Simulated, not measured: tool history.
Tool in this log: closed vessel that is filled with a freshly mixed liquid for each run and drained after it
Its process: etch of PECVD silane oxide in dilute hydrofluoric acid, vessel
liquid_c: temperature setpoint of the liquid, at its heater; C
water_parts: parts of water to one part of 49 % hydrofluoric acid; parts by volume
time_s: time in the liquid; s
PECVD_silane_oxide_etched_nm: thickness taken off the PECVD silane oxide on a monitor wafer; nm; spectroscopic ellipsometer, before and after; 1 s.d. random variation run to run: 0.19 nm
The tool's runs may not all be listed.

run	day	liquid_c	water_parts	time_s	PECVD_silane_oxide_etched_nm
1	0	24	265	190	11.83
2	0.212	24	265	190	11.872
3	0.321	25	265	190	12.362
4	0.521	25	265	205	13.376
5	0.6	22	265	205	11.953
6	0.658	22	265	190	11.165
7	1.029	24.5	220	190	15.43
8	1.229	26.5	195	190	19.338
9	1.462	28	180	190	22.159

Estimate the outcome of run 10 from the log above:
10	1.725	29	170	190	?

Run 10 gave PECVD_silane_oxide_etched_nm 24.922 nm.
